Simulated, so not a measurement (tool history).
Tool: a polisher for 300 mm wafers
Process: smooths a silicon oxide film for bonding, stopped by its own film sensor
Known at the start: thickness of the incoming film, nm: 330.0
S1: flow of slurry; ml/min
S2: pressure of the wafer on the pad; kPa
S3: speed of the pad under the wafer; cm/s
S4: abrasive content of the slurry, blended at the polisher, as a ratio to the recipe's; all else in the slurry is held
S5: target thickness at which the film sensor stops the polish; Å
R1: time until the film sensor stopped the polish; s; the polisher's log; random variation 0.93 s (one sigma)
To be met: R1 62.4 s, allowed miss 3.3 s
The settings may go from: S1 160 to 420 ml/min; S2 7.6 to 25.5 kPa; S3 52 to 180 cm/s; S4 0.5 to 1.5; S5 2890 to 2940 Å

run	hour	S1	S2	S3	S4	S5	R1
1	0	270	16.5	116	1	2890	35.865
2	4	270	16.5	116	0.85	2890	38.146
3	7.8	330	16.5	116	0.85	2890	37.946
4	15.1	330	14.5	114	0.85	2890	40.891
5	15.7	330	13.1	106	0.85	2890	50.154
6	16.8	330	15.9	106	0.85	2890	41.019
7	25.3	330	14.5	104	0.85	2890	44.233
# hour 27.2: slurry nozzle cleaned
8	27.2	330	13.1	102	0.85	2890	48.438
9	34	330	11.7	100	0.85	2890	55.181

5 next moves are on the table. One of them brings every result within its allowed miss. Which?
A	40.8	290	10.3	104	0.5	2930	?
B	40.8	395	16.5	84	0.55	2900	?
C	40.8	270	15.9	102	0.5	2930	?
D	40.8	350	11	92	1.15	2890	?
E	40.8	265	16.5	64	0.55	2940	?

move	R1
A	63.525
B	47.907
C	43.927
D	53.903
E	50.306
A: meets every target
B: further off than the last run
C: further off than the last run
D: further off than the last run
E: further off than the last run
Move A is the one to make.

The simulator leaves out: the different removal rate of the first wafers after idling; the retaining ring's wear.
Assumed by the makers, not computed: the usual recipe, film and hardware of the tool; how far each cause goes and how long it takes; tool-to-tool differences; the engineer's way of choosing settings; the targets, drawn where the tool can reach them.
